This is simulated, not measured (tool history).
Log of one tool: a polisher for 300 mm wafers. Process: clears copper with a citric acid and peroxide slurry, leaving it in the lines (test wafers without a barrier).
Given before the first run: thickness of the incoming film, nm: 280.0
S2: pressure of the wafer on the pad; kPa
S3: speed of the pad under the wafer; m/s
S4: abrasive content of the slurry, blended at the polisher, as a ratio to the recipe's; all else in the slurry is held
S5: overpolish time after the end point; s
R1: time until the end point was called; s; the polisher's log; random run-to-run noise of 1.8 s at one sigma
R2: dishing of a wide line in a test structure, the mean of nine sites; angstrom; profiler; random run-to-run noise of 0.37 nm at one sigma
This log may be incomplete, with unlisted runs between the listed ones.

run 1 hour=0 | flow_of_slurry_(ml/min)=140 S2=15.9 S3=1.06 S4=1 S5=23 | R1=139.46 R2=314.05
run 2 hour=3.2 | flow_of_slurry_(ml/min)=140 S2=15.9 S3=1.06 S4=1.2 S5=23 | R1=136.09 R2=327.5
run 3 hour=5.5 | flow_of_slurry_(ml/min)=135 S2=15.2 S3=1.06 S4=1.2 S5=22 | R1=140.66 R2=288.93
run 4 hour=8.5 | flow_of_slurry_(ml/min)=130 S2=14.5 S3=1.06 S4=1.2 S5=22 | R1=148.62 R2=296.9
run 5 hour=11.6 | flow_of_slurry_(ml/min)=130 S2=14.5 S3=1.06 S4=1.2 S5=21 | R1=145.95 R2=272.33
run 6 hour=17.3 | flow_of_slurry_(ml/min)=130 S2=17.9 S3=1.06 S4=1.2 S5=21 | R1=122.02 R2=321.11

For run 7, what comes out?
run 7 hour=18.5 | flow_of_slurry_(ml/min)=125 S2=16.5 S3=1.06 S4=1.2 S5=21 | R1=? R2=?

{"run 7": {"R1": 133.56, "R2": 301.29}}

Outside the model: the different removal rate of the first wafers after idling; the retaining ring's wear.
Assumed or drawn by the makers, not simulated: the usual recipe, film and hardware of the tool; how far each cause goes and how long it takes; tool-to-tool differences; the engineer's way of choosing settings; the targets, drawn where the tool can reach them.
